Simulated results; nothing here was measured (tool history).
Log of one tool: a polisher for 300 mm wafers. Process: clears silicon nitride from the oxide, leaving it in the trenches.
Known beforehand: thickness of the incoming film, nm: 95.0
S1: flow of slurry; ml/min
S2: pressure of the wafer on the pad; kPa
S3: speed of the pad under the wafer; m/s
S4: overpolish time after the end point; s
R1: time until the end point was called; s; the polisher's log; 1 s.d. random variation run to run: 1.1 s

run  hour   S1    S2    S3  S4      R1
  1     0  280  14.5  0.98  36  135.34
  2     4  230  14.5  0.98  36  137.26
  3    10  230  14.5  0.98  39  138.11
  4  14.7  260  14.5  0.98  39  136.22
  5  19.9  200  14.5  0.98  39  140.25
  6  25.3  205  15.9  0.98  39  129.94
  7  31.3  210  17.2  0.98  39  118.34
  8    40  215  18.6  0.98  39   114.1

Predict the results of run 9:
  9  43.5  215  19.3   1  39   ?

{"run 9": {"R1": 108.43}}
